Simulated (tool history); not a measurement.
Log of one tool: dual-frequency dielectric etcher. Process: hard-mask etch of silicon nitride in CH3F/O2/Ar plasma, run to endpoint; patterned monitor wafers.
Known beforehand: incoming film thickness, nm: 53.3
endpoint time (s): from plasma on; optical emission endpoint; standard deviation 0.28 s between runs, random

{"run": 1, "hour": 0.0, "source power (W)": 370, "bias power (W)": 95, "endpoint time (s)": 72.03}
{"run": 2, "hour": 1.7, "source power (W)": 330, "bias power (W)": 95, "endpoint time (s)": 76.374}
{"run": 3, "hour": 8.7, "source power (W)": 280, "bias power (W)": 95, "endpoint time (s)": 84.268}
{"run": 4, "hour": 17.0, "source power (W)": 330, "bias power (W)": 96, "endpoint time (s)": 76.088}
{"run": 5, "hour": 18.5, "source power (W)": 300, "bias power (W)": 96, "endpoint time (s)": 80.441}
{"run": 6, "hour": 27.4, "source power (W)": 330, "bias power (W)": 96, "endpoint time (s)": 76.385}

What will run 7 give?
{"run": 7, "hour": 35.7, "source power (W)": 400, "bias power (W)": 100, "endpoint time (s)": "?"}

endpoint time (s): 67.52
